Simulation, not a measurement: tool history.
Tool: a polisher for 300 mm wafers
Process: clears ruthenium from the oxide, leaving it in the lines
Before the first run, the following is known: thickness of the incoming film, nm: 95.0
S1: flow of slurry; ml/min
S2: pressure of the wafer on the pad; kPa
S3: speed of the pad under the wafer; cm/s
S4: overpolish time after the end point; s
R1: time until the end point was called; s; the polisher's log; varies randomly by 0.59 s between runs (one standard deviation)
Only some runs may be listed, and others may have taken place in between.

Run 1, hour 0: S1 295 ml/min, S2 12.4 kPa, S3 94 cm/s, S4 48 s. Result: R1 82.647 s.
Run 2, hour 3.2: S1 295 ml/min, S2 9.7 kPa, S3 94 cm/s, S4 48 s. Result: R1 106.09 s.
Run 3, hour 6.7: S1 295 ml/min, S2 10.3 kPa, S3 94 cm/s, S4 48 s. Result: R1 98.385 s.
Run 4, hour 12.5: S1 295 ml/min, S2 11 kPa, S3 94 cm/s, S4 48 s. Result: R1 90.047 s.
Run 5, hour 14.2: S1 295 ml/min, S2 11.7 kPa, S3 94 cm/s, S4 48 s. Result: R1 85.682 s.
Run 6, hour 19.1: S1 295 ml/min, S2 12.4 kPa, S3 94 cm/s, S4 48 s. Result: R1 80.752 s.
Run 7, hour 23.5: S1 295 ml/min, S2 13.1 kPa, S3 94 cm/s, S4 48 s. Result: R1 77.727 s.
Run 8, hour 32.1: S1 295 ml/min, S2 13.8 kPa, S3 94 cm/s, S4 48 s. Result: R1 73.363 s.
Run 9, hour 37.3: S1 295 ml/min, S2 14.5 kPa, S3 94 cm/s, S4 48 s. Result: R1 70.254 s.

Forecast run 10:
Run 10, hour 43.5: S1 295 ml/min, S2 15.2 kPa, S3 94 cm/s, S4 48 s. Result: R1 ?.

{"run 10": {"R1": 66.953}}

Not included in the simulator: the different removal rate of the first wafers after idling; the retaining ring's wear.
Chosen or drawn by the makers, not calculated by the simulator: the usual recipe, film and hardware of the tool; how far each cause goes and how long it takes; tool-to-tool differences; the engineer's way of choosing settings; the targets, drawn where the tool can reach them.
